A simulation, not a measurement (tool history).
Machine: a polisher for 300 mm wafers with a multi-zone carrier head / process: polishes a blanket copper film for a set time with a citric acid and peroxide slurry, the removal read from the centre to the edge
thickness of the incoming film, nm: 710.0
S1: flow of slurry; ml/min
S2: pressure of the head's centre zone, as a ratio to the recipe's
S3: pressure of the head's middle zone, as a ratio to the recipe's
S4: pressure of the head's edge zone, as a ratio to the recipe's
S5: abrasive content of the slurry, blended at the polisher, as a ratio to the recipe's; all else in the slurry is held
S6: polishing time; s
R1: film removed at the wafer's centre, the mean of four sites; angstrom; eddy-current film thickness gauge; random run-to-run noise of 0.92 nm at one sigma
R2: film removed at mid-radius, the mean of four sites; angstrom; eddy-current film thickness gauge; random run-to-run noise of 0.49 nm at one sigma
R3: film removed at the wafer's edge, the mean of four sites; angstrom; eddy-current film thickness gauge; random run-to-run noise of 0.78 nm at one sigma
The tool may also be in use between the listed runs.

{"run": 1, "hour": 0.0, "S1": 300, "S2": 1.0, "S3": 1.0, "S4": 1.0, "S5": 1.0, "S6": 37, "R1": 917.81, "R2": 1023.0, "R3": 1015.4}
{"run": 2, "hour": 2.4, "S1": 300, "S2": 1.09, "S3": 1.0, "S4": 1.0, "S5": 1.0, "S6": 37, "R1": 1029.9, "R2": 1016.8, "R3": 980.9}
{"run": 3, "hour": 6.0, "S1": 300, "S2": 1.09, "S3": 0.92, "S4": 1.0, "S5": 1.0, "S6": 37, "R1": 1013.5, "R2": 960.3, "R3": 969.29}
{"run": 4, "hour": 13.8, "S1": 300, "S2": 1.05, "S3": 0.92, "S4": 1.0, "S5": 1.0, "S6": 37, "R1": 982.85, "R2": 959.22, "R3": 988.42}
{"run": 5, "hour": 22.5, "S1": 300, "S2": 1.05, "S3": 0.92, "S4": 1.0, "S5": 1.2, "S6": 37, "R1": 1031.5, "R2": 980.58, "R3": 1023.6}
{"run": 6, "hour": 27.8, "S1": 375, "S2": 1.05, "S3": 0.92, "S4": 1.0, "S5": 1.2, "S6": 37, "R1": 1058.7, "R2": 1021.1, "R3": 1044.2}
{"run": 7, "hour": 28.4, "S1": 355, "S2": 1.08, "S3": 0.89, "S4": 0.96, "S5": 1.0, "S6": 33, "R1": 889.28, "R2": 837.29, "R3": 862.68}
{"run": 8, "hour": 32.9, "S1": 350, "S2": 1.12, "S3": 0.87, "S4": 0.91, "S5": 0.85, "S6": 31, "R1": 879.53, "R2": 742.29, "R3": 776.62}
{"run": 9, "hour": 41.1, "S1": 350, "S2": 1.12, "S3": 0.89, "S4": 0.89, "S5": 0.75, "S6": 28, "R1": 748.79, "R2": 677.58, "R3": 665.3}
{"run": 10, "hour": 45.0, "S1": 350, "S2": 1.13, "S3": 0.88, "S4": 0.87, "S5": 0.65, "S6": 27, "R1": 723.36, "R2": 624.71, "R3": 611.16}

Estimate the outcome of run 11 from the log above:
{"run": 11, "hour": 47.2, "S1": 350, "S2": 1.13, "S3": 0.88, "S4": 0.87, "S5": 0.65, "S6": 27, "R1": "?", "R2": "?", "R3": "?"}

R1: 727.43 angstrom
R2: 628.01 angstrom
R3: 614.34 angstrom
